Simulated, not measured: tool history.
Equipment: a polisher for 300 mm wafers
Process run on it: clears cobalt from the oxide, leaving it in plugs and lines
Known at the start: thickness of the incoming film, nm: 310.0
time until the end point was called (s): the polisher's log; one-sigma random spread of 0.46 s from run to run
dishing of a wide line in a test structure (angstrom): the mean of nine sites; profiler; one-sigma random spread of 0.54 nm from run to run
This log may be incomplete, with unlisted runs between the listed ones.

run,hour,flow of slurry (ml/min),pressure of the wafer on the pad (psi),speed of the pad under the wafer (cm/s),overpolish time after the end point (s),time until the end point was called (s),dishing of a wide line in a test structure (angstrom)
1,0,205,2.4,124,15,46.377,445.76
2,7.7,205,2.7,128,14,40.078,464.65
3,12.9,205,2.7,128,10,39.446,405.28
4,20.1,205,3,128,10,37.038,419.98
5,25.8,205,3.2,136,11,32.323,457.05
6,33.9,205,3.3,140,11,30.314,468.87
7,40.5,205,3.4,144,11,28.308,483.38
8,45.1,205,3.5,146,11,28.019,494.31
9,51.1,205,3.6,148,11,26.28,487.82

Predict the results of run 10:
10,53,205,3.6,150,12,?,?

time until the end point was called (s): 26.037
dishing of a wide line in a test structure (angstrom): 509.28
